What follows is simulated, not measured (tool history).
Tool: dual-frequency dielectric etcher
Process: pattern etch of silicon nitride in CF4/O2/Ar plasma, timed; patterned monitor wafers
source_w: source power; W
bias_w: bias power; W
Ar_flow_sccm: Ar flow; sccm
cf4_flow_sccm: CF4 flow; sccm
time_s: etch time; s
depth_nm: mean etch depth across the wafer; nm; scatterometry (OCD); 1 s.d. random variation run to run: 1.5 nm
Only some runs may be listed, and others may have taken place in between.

run	hour	source_w	bias_w	Ar_flow_sccm	cf4_flow_sccm	time_s	depth_nm
1	0.0	720	53	116	125	300.5	733.02
2	8.8	720	53	116	140	300.5	747.31
3	13.0	720	47	116	140	300.5	709.53
4	16.8	650	47	116	140	300.5	640.11
5	21.9	650	47	116	148	300.5	641.09
6	29.0	740	47	116	148	300.5	737.74
7	35.0	740	47	116	148	300.5	739.31

Run 8, settings as shown, results not yet in. Your forecast:
8	36.6	710	47	116	148	300.5	?

{"run 8": {"depth_nm": 706.79}}
